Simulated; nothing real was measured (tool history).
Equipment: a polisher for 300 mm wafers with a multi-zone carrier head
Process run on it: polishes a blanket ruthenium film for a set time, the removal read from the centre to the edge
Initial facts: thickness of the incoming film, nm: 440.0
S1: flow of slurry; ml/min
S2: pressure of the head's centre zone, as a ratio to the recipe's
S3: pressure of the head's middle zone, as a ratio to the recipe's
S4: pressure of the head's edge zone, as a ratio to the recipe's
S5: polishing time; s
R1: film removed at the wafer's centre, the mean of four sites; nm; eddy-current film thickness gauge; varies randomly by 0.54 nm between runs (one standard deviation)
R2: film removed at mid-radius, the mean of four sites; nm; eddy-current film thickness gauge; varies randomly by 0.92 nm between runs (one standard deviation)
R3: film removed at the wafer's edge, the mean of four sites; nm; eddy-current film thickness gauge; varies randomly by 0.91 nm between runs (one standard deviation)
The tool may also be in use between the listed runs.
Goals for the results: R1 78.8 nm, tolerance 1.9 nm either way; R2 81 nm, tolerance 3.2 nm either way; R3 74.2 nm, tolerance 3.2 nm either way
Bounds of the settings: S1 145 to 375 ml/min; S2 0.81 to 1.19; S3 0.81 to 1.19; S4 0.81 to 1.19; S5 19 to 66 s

run  hour   S1    S2    S3    S4  S5      R1      R2      R3
  1     0  240     1     1     1  42  57.483  57.212      55
  2   2.2  250  1.02  1.04  1.04  45  63.587  64.863  62.573
  3   8.2  225  1.02  1.04  1.04  45  63.588  63.359  62.329
  4    13  225  1.02   1.1  1.04  45  63.068  66.444  61.015
  5  15.9  225   1.1   1.1  1.04  45   68.28  67.031  60.829
  6  18.6  225   1.1   1.1   1.1  45   68.21  66.062   62.09
  7  25.6  240   1.1  1.12  1.12  47  70.825  70.789  66.358
  8  33.3  285  1.16  1.19  1.19  50  81.724  82.097  73.315

4 candidate next runs follow, results not yet known. Just one meets every target within its allowed miss. Identify it.
  A    41  255  1.18  1.15  1.17  53   ?   ?   ?
  B    41  280  1.11  1.17  1.19  51   ?   ?   ?
  C    41  350  1.15  1.05  1.19  51   ?   ?   ?
  D    41  285  1.13  1.16  1.19  53   ?   ?   ?

move      R1      R2      R3
   A  86.905  82.715  76.387
   B  79.494  81.608  74.568
   C  84.166  75.886  75.858
   D  84.268  84.321  77.607
A: further off than the last run
B: every result within its allowed miss
C: further off than the last run
D: further off than the last run
B meets every target.

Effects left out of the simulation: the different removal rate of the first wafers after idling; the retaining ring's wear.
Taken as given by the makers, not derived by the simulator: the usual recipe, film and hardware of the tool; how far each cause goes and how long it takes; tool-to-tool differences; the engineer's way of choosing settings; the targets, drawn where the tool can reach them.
